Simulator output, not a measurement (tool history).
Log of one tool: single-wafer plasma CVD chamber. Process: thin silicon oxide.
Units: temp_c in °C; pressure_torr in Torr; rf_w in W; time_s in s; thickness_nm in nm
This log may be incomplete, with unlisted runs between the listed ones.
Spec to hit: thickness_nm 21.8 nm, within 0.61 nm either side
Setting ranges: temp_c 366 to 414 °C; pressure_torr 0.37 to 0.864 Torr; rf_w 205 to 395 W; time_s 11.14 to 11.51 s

run	hour	temp_c	pressure_torr	rf_w	time_s	thickness_nm
1	0	390	0.617	300	11.14	16.815
2	6.2	390	0.617	300	11.51	17.323
3	13.7	397	0.617	300	11.51	17.273
4	22.4	397	0.64	300	11.51	17.787
5	23.8	397	0.662	300	11.51	18.532
6	31.1	397	0.679	300	11.51	18.943
7	37.1	397	0.679	300	11.51	18.99
8	40.2	397	0.694	300	11.51	19.264

Exactly one of the 4 candidate moves below puts every result within its allowed miss. Which one?
A	43.3	408	0.788	340	11.51	?
B	43.3	398	0.671	275	11.51	?
C	43.3	399	0.766	315	11.51	?
D	43.3	414	0.634	315	11.14	?

move	thickness_nm
A	22.76
B	18.026
C	21.653
D	17.311
A: takes the result that was furthest off past its target
B: the biggest miss grows against the last run
C: in spec on every target
D: the biggest miss grows against the last run
Answer: C
